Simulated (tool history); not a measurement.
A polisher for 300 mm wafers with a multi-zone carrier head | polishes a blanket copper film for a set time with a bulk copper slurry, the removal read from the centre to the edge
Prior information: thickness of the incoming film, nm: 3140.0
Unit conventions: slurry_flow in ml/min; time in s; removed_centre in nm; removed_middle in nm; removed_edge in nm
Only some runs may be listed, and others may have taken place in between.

run,hour,slurry_flow,centre_zone,middle_zone,edge_zone,slurry_solids,time,removed_centre,removed_middle,removed_edge
1,0,175,1,1,1,1,37,281.69,271.99,278.5
2,3.7,180,1,1,1.02,1.05,37,288.26,278.64,281.42
3,9.5,175,1,0.98,1.04,1.1,38,300.99,279.19,296.88
4,15.7,175,1,0.98,0.99,1.1,38,301.14,280.79,289.06
5,20.9,175,1,0.98,0.92,1.1,38,295.19,281.38,285.84
6,24,175,0.99,0.97,0.94,1.15,39,301.4,292.76,295.59

What does the tool deliver on the next run?
7,32,175,0.99,0.96,0.96,1.2,39,?,?,?

{"run 7": {"removed_centre": 304.65, "removed_middle": 294.13, "removed_edge": 291.92}}
